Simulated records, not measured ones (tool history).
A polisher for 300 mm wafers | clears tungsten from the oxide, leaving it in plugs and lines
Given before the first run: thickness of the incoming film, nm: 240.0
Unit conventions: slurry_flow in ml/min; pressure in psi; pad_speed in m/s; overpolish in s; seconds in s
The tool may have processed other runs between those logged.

run  hour  slurry_flow  pressure  pad_speed  slurry_solids  overpolish  seconds
  1   0.0          175       4.8       0.98            1.0          36   45.921
  2   1.9          175       4.8       0.76            1.0          36   59.889
  3   3.6          155       4.8       0.76            1.0          36   58.898
  4   4.5          155       4.8       0.68            1.0          36   66.268
  5   9.5          155       4.8       0.44            1.0          36   96.765
  6  16.4          155       4.1       0.44            1.0          36  117.250

Run 7 has not been measured yet. What should we expect?
  7  19.8          155       3.8       0.44            1.0          36        ?

{"run 7": {"seconds": 125.1}}
